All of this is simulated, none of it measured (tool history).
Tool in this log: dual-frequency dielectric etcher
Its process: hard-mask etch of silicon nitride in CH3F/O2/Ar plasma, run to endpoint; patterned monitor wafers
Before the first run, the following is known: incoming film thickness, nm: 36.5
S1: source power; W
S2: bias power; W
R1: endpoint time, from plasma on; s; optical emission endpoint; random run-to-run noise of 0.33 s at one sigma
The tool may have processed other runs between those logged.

run	hour	S1	S2	R1
1	0	480	63	48.991
2	8.9	480	56	50.72
3	17.3	520	58	48.936
4	24.1	580	58	47.388
5	30.9	580	50	48.27
6	35.9	600	53	47.51
7	43	620	56	45.635

Forecast run 8:
8	44.9	630	57	?

{"run 8": {"R1": 45.105}}
